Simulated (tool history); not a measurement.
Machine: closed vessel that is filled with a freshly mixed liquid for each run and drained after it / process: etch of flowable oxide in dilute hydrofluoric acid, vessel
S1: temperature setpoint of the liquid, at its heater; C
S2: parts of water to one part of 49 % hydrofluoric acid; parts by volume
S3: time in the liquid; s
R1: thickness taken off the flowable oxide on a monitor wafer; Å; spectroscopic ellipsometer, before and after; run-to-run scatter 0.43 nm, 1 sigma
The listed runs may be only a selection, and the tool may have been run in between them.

Run 1, hour 0.0: S1 22.0 C, S2 70 parts by volume, S3 105 s. Result: R1 841.20 Å.
Run 2, hour 2.1: S1 22.0 C, S2 45 parts by volume, S3 105 s. Result: R1 1353.70 Å.
Run 3, hour 3.7: S1 21.0 C, S2 55 parts by volume, S3 105 s. Result: R1 1035.40 Å.
Run 4, hour 5.6: S1 20.0 C, S2 60 parts by volume, S3 105 s. Result: R1 905.85 Å.
Run 5, hour 12.9: S1 19.5 C, S2 65 parts by volume, S3 105 s. Result: R1 814.63 Å.
Run 6, hour 18.0: S1 19.0 C, S2 70 parts by volume, S3 105 s. Result: R1 733.71 Å.
Run 7, hour 24.7: S1 18.5 C, S2 75 parts by volume, S3 105 s. Result: R1 664.07 Å.

Predict the results of run 8:
Run 8, hour 26.7: S1 18.0 C, S2 80 parts by volume, S3 105 s. Result: R1 ?.

R1: 600.14 Å
